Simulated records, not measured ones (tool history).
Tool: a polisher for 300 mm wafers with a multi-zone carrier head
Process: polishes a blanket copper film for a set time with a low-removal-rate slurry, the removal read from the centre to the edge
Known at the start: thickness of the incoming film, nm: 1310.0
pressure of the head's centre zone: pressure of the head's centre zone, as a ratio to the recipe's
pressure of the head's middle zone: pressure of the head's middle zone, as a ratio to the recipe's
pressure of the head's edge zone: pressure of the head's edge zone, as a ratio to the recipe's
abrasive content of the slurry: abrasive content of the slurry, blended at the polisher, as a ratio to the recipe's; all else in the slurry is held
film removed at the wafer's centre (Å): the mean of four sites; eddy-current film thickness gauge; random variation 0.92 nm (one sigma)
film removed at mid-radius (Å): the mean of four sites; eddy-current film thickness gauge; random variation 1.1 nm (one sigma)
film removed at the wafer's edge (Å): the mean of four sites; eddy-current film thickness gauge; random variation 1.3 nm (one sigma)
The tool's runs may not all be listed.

run,hour,flow of slurry (ml/min),pressure of the head's centre zone,pressure of the head's middle zone,pressure of the head's edge zone,abrasive content of the slurry,polishing time (s),film removed at the wafer's centre (Å),film removed at mid-radius (Å),film removed at the wafer's edge (Å)
1,0,315,1,1,1,1,31,753.81,763.31,765.52
2,8.1,315,1,1,1,0.85,31,736.32,734.63,735.67
3,9.2,315,1,1,1,0.65,31,706.69,713.52,702.29
4,17.9,315,1,1,1,0.5,31,667.46,693.41,677.33
5,21.5,315,0.94,1,1,0.5,31,643.16,680.94,676.49
6,26.5,320,1,1.01,1.02,0.75,32,747.95,739.92,752.99
7,34,320,1.03,1.03,1.02,0.95,33,832.39,818.13,797.88
8,36.9,320,1.05,1.03,1.04,1.1,34,878.75,874.56,845.51
9,37.5,325,1.07,1.01,1.05,1.2,35,943.59,885.96,875.84

Run 10 comes next. What will it give?
10,42.5,325,1.08,1.01,1.07,1.3,36,?,?,?

Run 10 gave film removed at the wafer's centre (Å) 998.51, film removed at mid-radius (Å) 929.86, film removed at the wafer's edge (Å) 938.29.

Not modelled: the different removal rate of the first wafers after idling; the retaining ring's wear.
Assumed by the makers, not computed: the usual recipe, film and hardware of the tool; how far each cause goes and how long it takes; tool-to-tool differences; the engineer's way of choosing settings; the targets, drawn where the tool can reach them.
